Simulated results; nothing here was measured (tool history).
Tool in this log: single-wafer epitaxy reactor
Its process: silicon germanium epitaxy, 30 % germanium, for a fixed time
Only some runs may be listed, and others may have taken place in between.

run,day,wafer temperature setpoint (pyrometer-controlled) (K),chamber pressure (Torr),mean film thickness on the monitor wafer (Å)
1,0,868.15,25.1,628
2,0.104,874.15,25.1,710.71
3,0.171,879.15,25.1,792.1
4,0.488,879.15,27.4,805.69
5,0.8,877.15,27.4,778.95
6,1.012,877.15,24.3,751.42
7,1.329,876.15,24.3,733.98
8,1.425,875.15,24.3,719.76

For run 9, what comes out?
9,1.696,874.15,24.3,?

{"run 9": {"mean film thickness on the monitor wafer (Å)": 705.33}}
